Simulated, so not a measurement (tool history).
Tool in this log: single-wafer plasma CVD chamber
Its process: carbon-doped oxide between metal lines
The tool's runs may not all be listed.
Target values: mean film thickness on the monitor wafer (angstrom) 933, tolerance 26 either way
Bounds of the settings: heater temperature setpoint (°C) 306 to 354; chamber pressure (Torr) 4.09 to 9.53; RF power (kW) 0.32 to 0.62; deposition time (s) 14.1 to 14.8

run	hour	heater temperature setpoint (°C)	chamber pressure (Torr)	RF power (kW)	deposition time (s)	mean film thickness on the monitor wafer (angstrom)
1	0	330	6.81	0.47	14.8	793.61
2	6.6	330	6.81	0.47	14.1	759.93
3	10.1	330	5.89	0.47	14.1	749.93
4	12.7	329	5.98	0.49	14.2	777.19
5	15.4	328	6.08	0.505	14.3	800.09
6	16.4	327	6.16	0.52	14.4	820.14
7	17.3	326	6.22	0.535	14.5	844.08
8	21.3	326	6.22	0.535	14.5	844.21
9	21.9	325	6.28	0.545	14.5	857.23

5 next moves are on the table. One of them brings every result within its allowed miss. Which?
A	22.5	332	7.74	0.615	14.8	?
B	22.5	318	7.66	0.535	14.1	?
C	22.5	335	6.78	0.56	14.8	?
D	22.5	332	5.64	0.6	14.8	?
E	22.5	329	6.52	0.585	14.6	?

move	mean film thickness on the monitor wafer (angstrom)
A	921.69
B	865.12
C	858.21
D	879.28
E	883.94
A: all results land within tolerance of their targets
B: an improvement on the last run, though not all results are within tolerance
C: about the same distance from the targets as the last run
D: an improvement on the last run, though not all results are within tolerance
E: an improvement on the last run, though not all results are within tolerance
So the answer is move A, the one that meets all the targets.
